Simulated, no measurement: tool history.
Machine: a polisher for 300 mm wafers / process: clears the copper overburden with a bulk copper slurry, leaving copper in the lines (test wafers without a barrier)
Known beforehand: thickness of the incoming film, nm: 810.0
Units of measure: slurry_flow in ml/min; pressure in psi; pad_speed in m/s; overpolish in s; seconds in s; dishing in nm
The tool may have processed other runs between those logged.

run	day	slurry_flow	pressure	pad_speed	slurry_solids	overpolish	seconds	dishing
1	0	165	1.8	0.9	1	19	136.94	63.013
2	0.275	175	1.9	0.9	1	16	126.73	59.551
3	0.375	175	1.9	0.9	1	10	127.54	40.523
4	0.679	185	2	0.9	1	10	119.13	42.359
5	0.975	145	2	0.9	1	10	125.46	41.045
6	1.088	145	1.6	0.9	1	10	157	33.034

The next listed run, before its measurement:
7	1.3	160	1.8	0.9	1	10	?	?

{"run 7": {"seconds": 135.73, "dishing": 37.103}}
